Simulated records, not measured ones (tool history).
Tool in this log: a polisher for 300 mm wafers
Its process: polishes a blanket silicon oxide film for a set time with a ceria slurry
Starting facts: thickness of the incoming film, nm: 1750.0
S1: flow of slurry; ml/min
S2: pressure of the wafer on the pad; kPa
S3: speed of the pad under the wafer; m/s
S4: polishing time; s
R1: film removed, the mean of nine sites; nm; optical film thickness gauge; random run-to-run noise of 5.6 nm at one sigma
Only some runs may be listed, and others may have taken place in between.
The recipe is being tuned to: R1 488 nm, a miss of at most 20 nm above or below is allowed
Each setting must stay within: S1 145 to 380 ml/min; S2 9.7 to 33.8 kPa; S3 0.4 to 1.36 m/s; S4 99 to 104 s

run 1 hour=0 | S1=245 S2=21.4 S3=0.88 S4=99 | R1=336.38
run 2 hour=6.8 | S1=280 S2=21.4 S3=0.88 S4=99 | R1=336.01
run 3 hour=8.3 | S1=235 S2=21.4 S3=0.88 S4=99 | R1=338.08
run 4 hour=10.6 | S1=200 S2=21.4 S3=0.88 S4=99 | R1=333.14
run 5 hour=11.8 | S1=255 S2=21.4 S3=0.88 S4=99 | R1=335.78
run 6 hour=19.5 | S1=255 S2=19.3 S3=0.88 S4=99 | R1=314.29
run 7 hour=22.4 | S1=255 S2=21.4 S3=0.88 S4=99 | R1=331.63
run 8 hour=26.2 | S1=255 S2=23.4 S3=0.88 S4=99 | R1=361.09
run 9 hour=29.7 | S1=255 S2=24.8 S3=0.88 S4=99 | R1=378.5
run 10 hour=35.5 | S1=255 S2=26.2 S3=0.88 S4=99 | R1=393.28

Exercise: of the 4 proposed moves below, exactly one satisfies all targets within the stated allowed misses. Which move is it?
run A hour=41.3 | S1=200 S2=24.1 S3=0.58 S4=99 | R1=?
run B hour=41.3 | S1=265 S2=24.8 S3=0.9 S4=99 | R1=?
run C hour=41.3 | S1=200 S2=31.7 S3=0.96 S4=99 | R1=?
run D hour=41.3 | S1=200 S2=23.4 S3=0.8 S4=102 | R1=?

move=A R1=273.27
move=B R1=392.45
move=C R1=498.16
move=D R1=344.83
A: moves away from the targets compared with the last run
B: about the same distance from the targets as the last run
C: meets every target
D: moves away from the targets compared with the last run
C meets every target.
